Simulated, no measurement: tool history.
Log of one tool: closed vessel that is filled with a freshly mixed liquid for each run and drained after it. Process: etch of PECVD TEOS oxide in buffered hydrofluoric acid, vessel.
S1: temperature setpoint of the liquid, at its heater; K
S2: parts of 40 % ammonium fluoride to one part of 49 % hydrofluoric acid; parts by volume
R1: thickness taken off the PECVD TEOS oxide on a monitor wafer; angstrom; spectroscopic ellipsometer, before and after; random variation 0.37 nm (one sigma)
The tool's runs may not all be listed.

run 1 hour=0.0 | S1=294.15 S2=15.0 time_in_the_liquid_(s)=105 | R1=863.47
run 2 hour=5.0 | S1=292.65 S2=15.0 time_in_the_liquid_(s)=105 | R1=797.16
run 3 hour=11.8 | S1=292.15 S2=15.5 time_in_the_liquid_(s)=105 | R1=744.01
run 4 hour=20.4 | S1=292.15 S2=18.5 time_in_the_liquid_(s)=105 | R1=633.63
run 5 hour=28.3 | S1=295.65 S2=18.5 time_in_the_liquid_(s)=105 | R1=764.05
run 6 hour=31.1 | S1=295.65 S2=18.5 time_in_the_liquid_(s)=105 | R1=773.58
run 7 hour=38.5 | S1=295.65 S2=18.5 time_in_the_liquid_(s)=105 | R1=768.99

Run 8 comes next. What will it give?
run 8 hour=46.6 | S1=294.65 S2=18.5 time_in_the_liquid_(s)=105 | R1=?

Run 8 gave R1 722.07 angstrom.

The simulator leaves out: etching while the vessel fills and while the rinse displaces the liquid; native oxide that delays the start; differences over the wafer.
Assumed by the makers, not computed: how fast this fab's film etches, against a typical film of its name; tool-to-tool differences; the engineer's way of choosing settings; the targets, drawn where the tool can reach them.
